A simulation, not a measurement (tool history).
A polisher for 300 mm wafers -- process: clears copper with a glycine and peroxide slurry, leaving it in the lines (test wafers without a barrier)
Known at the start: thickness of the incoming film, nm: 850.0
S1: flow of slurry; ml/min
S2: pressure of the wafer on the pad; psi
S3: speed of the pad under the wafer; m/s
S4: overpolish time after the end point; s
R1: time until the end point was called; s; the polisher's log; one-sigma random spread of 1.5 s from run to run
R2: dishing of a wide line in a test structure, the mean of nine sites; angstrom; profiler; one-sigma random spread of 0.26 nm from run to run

run  hour   S1   S2    S3  S4      R1      R2
  1     0  125    3   1.3  15  132.71  162.66
  2   8.8  115  3.3  1.36  11  118.21  163.91
  3  11.7   85  3.3  1.36  11   127.4  161.97
  4  12.9   85  3.3  1.36   8  129.01  154.82
  5  20.6   85  3.3  1.16   8  145.03  153.36
  6  23.6   85  3.3  1.16  10   147.4  159.01

For run 7, what comes out?
  7  27.3  95  3.5  1.22   8   ?   ?

For run 7 the tool returned R1 125.7 s, R2 158.25 angstrom.
